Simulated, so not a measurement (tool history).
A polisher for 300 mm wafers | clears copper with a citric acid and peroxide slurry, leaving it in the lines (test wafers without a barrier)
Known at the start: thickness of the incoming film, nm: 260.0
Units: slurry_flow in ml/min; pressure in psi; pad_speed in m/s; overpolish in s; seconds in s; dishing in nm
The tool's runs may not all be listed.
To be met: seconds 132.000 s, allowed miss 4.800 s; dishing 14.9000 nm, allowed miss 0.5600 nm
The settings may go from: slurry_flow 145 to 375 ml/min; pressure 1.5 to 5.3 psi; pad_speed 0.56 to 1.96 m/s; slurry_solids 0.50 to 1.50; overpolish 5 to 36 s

{"run": 1, "day": 0.0, "slurry_flow": 240, "pressure": 3.4, "pad_speed": 1.26, "slurry_solids": 1.0, "overpolish": 18, "seconds": 88.441, "dishing": 31.29}
{"run": 2, "day": 0.117, "slurry_flow": 220, "pressure": 3.4, "pad_speed": 1.26, "slurry_solids": 1.0, "overpolish": 18, "seconds": 88.942, "dishing": 30.828}
{"run": 3, "day": 0.262, "slurry_flow": 225, "pressure": 3.1, "pad_speed": 1.26, "slurry_solids": 1.0, "overpolish": 16, "seconds": 94.986, "dishing": 26.359}
{"run": 4, "day": 0.533, "slurry_flow": 225, "pressure": 2.6, "pad_speed": 1.26, "slurry_solids": 1.0, "overpolish": 16, "seconds": 108.17, "dishing": 24.381}
{"run": 5, "day": 0.788, "slurry_flow": 225, "pressure": 2.6, "pad_speed": 1.54, "slurry_solids": 1.0, "overpolish": 16, "seconds": 91.098, "dishing": 27.629}
{"run": 6, "day": 1.117, "slurry_flow": 280, "pressure": 2.6, "pad_speed": 1.54, "slurry_solids": 1.0, "overpolish": 16, "seconds": 87.126, "dishing": 28.146}
{"run": 7, "day": 1.196, "slurry_flow": 285, "pressure": 2.4, "pad_speed": 1.48, "slurry_solids": 1.0, "overpolish": 15, "seconds": 95.263, "dishing": 24.798}
{"run": 8, "day": 1.429, "slurry_flow": 290, "pressure": 2.2, "pad_speed": 1.44, "slurry_solids": 1.0, "overpolish": 14, "seconds": 103.26, "dishing": 22.438}
{"run": 9, "day": 1.45, "slurry_flow": 295, "pressure": 1.5, "pad_speed": 1.32, "slurry_solids": 1.0, "overpolish": 7, "seconds": 135.36, "dishing": 9.647}
{"run": 10, "day": 1.5, "slurry_flow": 295, "pressure": 1.5, "pad_speed": 1.32, "slurry_solids": 1.0, "overpolish": 7, "seconds": 132.59, "dishing": 9.6581}
{"run": 11, "day": 1.538, "slurry_flow": 280, "pressure": 1.6, "pad_speed": 1.32, "slurry_solids": 0.95, "overpolish": 8, "seconds": 130.47, "dishing": 11.048}
{"run": 12, "day": 1.825, "slurry_flow": 275, "pressure": 1.6, "pad_speed": 1.32, "slurry_solids": 0.9, "overpolish": 9, "seconds": 132.8, "dishing": 12.201}
{"run": 13, "day": 1.942, "slurry_flow": 270, "pressure": 1.6, "pad_speed": 1.32, "slurry_solids": 0.85, "overpolish": 9, "seconds": 137.9, "dishing": 11.963}
{"day": 2.025, "done": "head pressure recalibrated"}
{"run": 14, "day": 2.025, "slurry_flow": 270, "pressure": 1.6, "pad_speed": 1.32, "slurry_solids": 0.85, "overpolish": 9, "seconds": 140.52, "dishing": 11.454}
{"run": 15, "day": 2.342, "slurry_flow": 270, "pressure": 1.7, "pad_speed": 1.32, "slurry_solids": 0.8, "overpolish": 9, "seconds": 141.36, "dishing": 11.672}
{"run": 16, "day": 2.542, "slurry_flow": 270, "pressure": 1.8, "pad_speed": 1.32, "slurry_solids": 0.8, "overpolish": 9, "seconds": 137.63, "dishing": 11.834}
{"run": 17, "day": 2.833, "slurry_flow": 270, "pressure": 1.9, "pad_speed": 1.32, "slurry_solids": 0.8, "overpolish": 9, "seconds": 132.8, "dishing": 12.566}
{"run": 18, "day": 3.029, "slurry_flow": 270, "pressure": 2.0, "pad_speed": 1.32, "slurry_solids": 0.75, "overpolish": 9, "seconds": 132.37, "dishing": 12.39}
{"run": 19, "day": 3.196, "slurry_flow": 265, "pressure": 2.0, "pad_speed": 1.32, "slurry_solids": 0.75, "overpolish": 9, "seconds": 132.66, "dishing": 12.449}
{"run": 20, "day": 3.446, "slurry_flow": 260, "pressure": 2.0, "pad_speed": 1.32, "slurry_solids": 0.75, "overpolish": 9, "seconds": 129.78, "dishing": 12.414}
{"run": 21, "day": 3.629, "slurry_flow": 260, "pressure": 2.0, "pad_speed": 1.32, "slurry_solids": 0.75, "overpolish": 10, "seconds": 132.09, "dishing": 13.506}

5 next moves are on the table. One of them brings every result within its allowed miss. Which?
{"run": "A", "day": 3.812, "slurry_flow": 235, "pressure": 1.6, "pad_speed": 1.6, "slurry_solids": 0.7, "overpolish": 11, "seconds": "?", "dishing": "?"}
{"run": "B", "day": 3.812, "slurry_flow": 235, "pressure": 2.7, "pad_speed": 1.12, "slurry_solids": 0.75, "overpolish": 8, "seconds": "?", "dishing": "?"}
{"run": "C", "day": 3.812, "slurry_flow": 245, "pressure": 2.2, "pad_speed": 1.32, "slurry_solids": 0.65, "overpolish": 10, "seconds": "?", "dishing": "?"}
{"run": "D", "day": 3.812, "slurry_flow": 235, "pressure": 2.0, "pad_speed": 1.34, "slurry_solids": 0.7, "overpolish": 9, "seconds": "?", "dishing": "?"}
{"run": "E", "day": 3.812, "slurry_flow": 260, "pressure": 1.7, "pad_speed": 1.24, "slurry_solids": 1.15, "overpolish": 9, "seconds": "?", "dishing": "?"}

move=A seconds=130.560 dishing=14.9800
move=B seconds=126.830 dishing=11.6630
move=C seconds=130.180 dishing=13.8780
move=D seconds=133.940 dishing=12.3060
move=E seconds=135.630 dishing=12.1490
A: meets every target
B: further off than the last run
C: nearer than the last run, and not there yet
D: further off than the last run
E: further off than the last run
Answer: A
